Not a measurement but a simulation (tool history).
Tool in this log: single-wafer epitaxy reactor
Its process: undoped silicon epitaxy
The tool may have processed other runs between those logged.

run	hour	wafer temperature setpoint (pyrometer-controlled) (°C)	deposition time (s)	mean film thickness on the monitor wafer (Å)
1	0.0	640	295	388.50
2	2.8	649	295	460.79
3	3.3	642	294	401.19
4	6.0	642	319	436.12
5	9.5	642	285	389.79
6	16.7	642	304	412.87
7	22.4	636	303	365.27
8	30.0	632	303	339.16
9	37.8	629	303	318.89
10	39.1	627	303	306.59
11	47.2	627	303	306.99
12	52.1	627	303	305.10

Run 13 has not been measured yet. What should we expect?
13	58.3	625	303	?

{"run 13": {"mean film thickness on the monitor wafer (Å)": 293.87}}
